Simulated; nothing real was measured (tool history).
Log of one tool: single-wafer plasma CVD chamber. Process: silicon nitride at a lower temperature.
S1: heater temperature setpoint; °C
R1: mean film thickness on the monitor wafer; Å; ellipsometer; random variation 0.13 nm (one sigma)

run 1 hour=0 | S1=350 chamber_pressure_(Torr)=1.35 RF_power_(W)=235 deposition_time_(s)=31.1 | R1=271.1
run 2 hour=8.8 | S1=350 chamber_pressure_(Torr)=1.51 RF_power_(W)=235 deposition_time_(s)=31.1 | R1=279.91
run 3 hour=15.9 | S1=350 chamber_pressure_(Torr)=1.57 RF_power_(W)=240 deposition_time_(s)=31.1 | R1=286.38
run 4 hour=24.1 | S1=350 chamber_pressure_(Torr)=1.42 RF_power_(W)=240 deposition_time_(s)=31.1 | R1=277.38
run 5 hour=31 | S1=350 chamber_pressure_(Torr)=1.5 RF_power_(W)=245 deposition_time_(s)=31.1 | R1=286.37
run 6 hour=36.9 | S1=350 chamber_pressure_(Torr)=1.66 RF_power_(W)=245 deposition_time_(s)=31.1 | R1=293.29
run 7 hour=40.3 | S1=350 chamber_pressure_(Torr)=1.69 RF_power_(W)=250 deposition_time_(s)=31.1 | R1=299.91

Run 8 comes next. What will it give?
run 8 hour=42.8 | S1=350 chamber_pressure_(Torr)=1.72 RF_power_(W)=250 deposition_time_(s)=31.1 | R1=?

R1: 301.23 Å
